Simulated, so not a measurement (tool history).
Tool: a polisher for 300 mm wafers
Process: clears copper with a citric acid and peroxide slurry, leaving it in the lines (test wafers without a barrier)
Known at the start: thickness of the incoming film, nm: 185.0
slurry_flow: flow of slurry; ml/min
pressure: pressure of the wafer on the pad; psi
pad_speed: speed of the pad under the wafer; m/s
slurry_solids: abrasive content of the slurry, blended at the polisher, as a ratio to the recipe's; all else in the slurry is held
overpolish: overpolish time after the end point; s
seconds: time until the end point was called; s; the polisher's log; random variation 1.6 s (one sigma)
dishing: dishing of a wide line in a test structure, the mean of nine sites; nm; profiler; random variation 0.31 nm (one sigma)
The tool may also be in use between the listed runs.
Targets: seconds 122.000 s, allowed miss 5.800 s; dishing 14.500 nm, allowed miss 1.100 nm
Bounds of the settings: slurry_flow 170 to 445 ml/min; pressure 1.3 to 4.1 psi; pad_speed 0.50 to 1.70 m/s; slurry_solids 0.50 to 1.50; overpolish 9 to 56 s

run  hour  slurry_flow  pressure  pad_speed  slurry_solids  overpolish  seconds  dishing
  1   0.0          285       2.7       1.10           1.00          29   81.965   34.054
  2   1.2          285       2.5       1.10           1.00          25   90.102   28.430
  3   6.4          285       2.2       1.10           1.00          25  103.600   27.264
  4  12.3          285       2.2       1.24           1.00          25   94.040   29.484
  5  20.5          285       2.2       1.24           1.00          31   94.288   34.015
  6  27.0          295       2.2       1.14           1.05          27   98.111   28.975
  7  29.3          295       2.2       1.14           1.05          27  100.150   29.109
  8  36.8          295       1.5       1.20           1.05          13  136.220   12.292
  9  42.7          295       1.8       1.20           1.05          14  111.960   14.960

Which of these 5 next moves meets every target?
  A  48.6          325       1.7       1.54           0.95          13        ?        ?
  B  48.6          430       1.8       0.98           1.35          14        ?        ?
  C  48.6          270       1.5       1.24           0.90          16        ?        ?
  D  48.6          305       2.1       1.18           1.05          12        ?        ?
  E  48.6          310       2.1       1.12           1.05          12        ?        ?

move  seconds  dishing
   A   99.722   16.549
   B  125.230   14.520
   C  140.980   14.635
   D  101.030   15.357
   E  105.610   14.771
A: further off than the last run
B: meets every target
C: takes the result that was furthest off past its target
D: further off than the last run
E: further off than the last run
Answer: B

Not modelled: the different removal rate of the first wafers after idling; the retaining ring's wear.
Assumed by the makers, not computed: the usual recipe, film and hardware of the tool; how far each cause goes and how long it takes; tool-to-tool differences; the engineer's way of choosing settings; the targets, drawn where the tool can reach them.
